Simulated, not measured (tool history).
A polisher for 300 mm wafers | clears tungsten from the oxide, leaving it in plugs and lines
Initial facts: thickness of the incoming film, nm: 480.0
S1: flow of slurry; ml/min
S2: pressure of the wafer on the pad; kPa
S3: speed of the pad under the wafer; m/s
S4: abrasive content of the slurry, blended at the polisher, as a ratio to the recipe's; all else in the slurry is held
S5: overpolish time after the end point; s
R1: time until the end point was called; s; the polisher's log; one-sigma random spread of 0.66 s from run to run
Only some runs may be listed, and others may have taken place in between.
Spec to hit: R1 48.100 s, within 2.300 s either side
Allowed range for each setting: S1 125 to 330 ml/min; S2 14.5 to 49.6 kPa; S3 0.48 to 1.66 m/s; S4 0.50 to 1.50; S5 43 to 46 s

{"run": 1, "day": 0.0, "S1": 210, "S2": 31.7, "S3": 1.06, "S4": 1.0, "S5": 43, "R1": 82.571}
{"run": 2, "day": 0.304, "S1": 210, "S2": 31.7, "S3": 0.94, "S4": 1.0, "S5": 43, "R1": 90.946}
{"run": 3, "day": 0.646, "S1": 210, "S2": 39.3, "S3": 0.94, "S4": 1.0, "S5": 43, "R1": 74.378}
{"run": 4, "day": 0.988, "S1": 210, "S2": 39.3, "S3": 0.94, "S4": 1.0, "S5": 43, "R1": 77.192}
{"run": 5, "day": 1.329, "S1": 210, "S2": 40.7, "S3": 0.98, "S4": 1.0, "S5": 43, "R1": 71.283}
{"run": 6, "day": 1.404, "S1": 180, "S2": 40.7, "S3": 0.98, "S4": 1.0, "S5": 43, "R1": 72.224}
{"run": 7, "day": 1.488, "S1": 180, "S2": 42.1, "S3": 1.0, "S4": 1.0, "S5": 43, "R1": 69.653}
{"run": 8, "day": 1.792, "S1": 185, "S2": 43.4, "S3": 1.02, "S4": 1.0, "S5": 43, "R1": 65.31}
{"run": 9, "day": 1.996, "S1": 185, "S2": 44.1, "S3": 1.04, "S4": 1.0, "S5": 43, "R1": 62.431}
{"run": 10, "day": 2.121, "S1": 190, "S2": 44.8, "S3": 1.06, "S4": 1.0, "S5": 43, "R1": 60.248}
{"run": 11, "day": 2.246, "S1": 190, "S2": 45.5, "S3": 1.08, "S4": 1.0, "S5": 43, "R1": 58.868}
{"run": 12, "day": 2.617, "S1": 190, "S2": 46.2, "S3": 1.1, "S4": 1.0, "S5": 43, "R1": 57.397}

Next run, 4 choices. One meets every target within its allowed miss, the rest don't. Which?
{"run": "A", "day": 2.988, "S1": 210, "S2": 41.4, "S3": 0.96, "S4": 1.0, "S5": 43, "R1": "?"}
{"run": "B", "day": 2.988, "S1": 210, "S2": 49.0, "S3": 1.1, "S4": 1.0, "S5": 43, "R1": "?"}
{"run": "C", "day": 2.988, "S1": 225, "S2": 47.6, "S3": 1.22, "S4": 1.1, "S5": 46, "R1": "?"}
{"run": "D", "day": 2.988, "S1": 155, "S2": 44.1, "S3": 1.26, "S4": 0.95, "S5": 43, "R1": "?"}

move=A R1=72.269
move=B R1=54.241
move=C R1=48.749
move=D R1=54.903
A: further off than the last run
B: closer than the last run, but not yet in spec
C: all results in spec
D: closer than the last run, but not yet in spec
Go with C: it meets all targets.

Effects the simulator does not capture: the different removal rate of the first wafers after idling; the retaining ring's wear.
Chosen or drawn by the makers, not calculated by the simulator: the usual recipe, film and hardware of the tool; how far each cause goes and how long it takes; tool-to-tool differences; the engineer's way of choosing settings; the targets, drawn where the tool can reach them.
